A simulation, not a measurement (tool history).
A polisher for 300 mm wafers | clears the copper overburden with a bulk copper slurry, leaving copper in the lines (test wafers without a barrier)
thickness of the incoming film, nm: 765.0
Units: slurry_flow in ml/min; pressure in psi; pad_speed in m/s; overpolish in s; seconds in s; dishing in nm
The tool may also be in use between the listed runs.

run  hour  slurry_flow  pressure  pad_speed  slurry_solids  overpolish  seconds  dishing
  1   0.0          135       2.3       1.04            1.0          16  111.380   68.556
  2   1.4          135       2.8       1.04            1.0          16   97.723   77.092
  3   2.9          135       2.8       1.04            1.0          20   98.868   90.137
  4   5.2          135       2.6       1.02            1.0          21  105.450   87.068
  5  13.3          135       2.6       1.02            1.2          21   99.400   91.875
  6  16.2          135       3.1       1.02            1.2          21   89.152   95.238

Run 7 comes next. What will it give?
  7  24.8          125       2.5       0.88            1.2          20        ?        ?

Run 7 gave seconds 121.070 s, dishing 80.915 nm.

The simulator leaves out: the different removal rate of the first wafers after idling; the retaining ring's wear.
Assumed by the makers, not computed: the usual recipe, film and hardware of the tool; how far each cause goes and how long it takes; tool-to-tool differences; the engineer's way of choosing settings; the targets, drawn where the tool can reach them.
